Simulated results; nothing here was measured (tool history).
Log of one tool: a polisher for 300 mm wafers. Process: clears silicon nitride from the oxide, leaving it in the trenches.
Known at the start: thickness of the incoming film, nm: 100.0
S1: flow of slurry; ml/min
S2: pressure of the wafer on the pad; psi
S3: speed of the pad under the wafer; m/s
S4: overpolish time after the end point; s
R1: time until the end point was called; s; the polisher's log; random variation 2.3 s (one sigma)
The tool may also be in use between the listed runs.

Run 1, hour 0: S1 255 ml/min, S2 3.1 psi, S3 1.14 m/s, S4 22 s. Result: R1 80.909 s.
Run 2, hour 2.6: S1 255 ml/min, S2 3.1 psi, S3 1.42 m/s, S4 22 s. Result: R1 64.772 s.
Run 3, hour 7.5: S1 210 ml/min, S2 3.1 psi, S3 1.42 m/s, S4 22 s. Result: R1 67.573 s.
Run 4, hour 11.3: S1 155 ml/min, S2 3.1 psi, S3 1.42 m/s, S4 22 s. Result: R1 72.84 s.
Run 5, hour 19: S1 155 ml/min, S2 3.1 psi, S3 1.42 m/s, S4 22 s. Result: R1 72.297 s.
At hour 23.5: slurry nozzle cleaned.
Run 6, hour 23.5: S1 155 ml/min, S2 3.1 psi, S3 1.42 m/s, S4 23 s. Result: R1 71.108 s.
Run 7, hour 28.1: S1 155 ml/min, S2 2.2 psi, S3 1.1 m/s, S4 22 s. Result: R1 118.6 s.

The next listed run, before its measurement:
Run 8, hour 33.1: S1 155 ml/min, S2 2 psi, S3 1.08 m/s, S4 22 s. Result: R1 ?.

Run 8 gave R1 134.8 s.
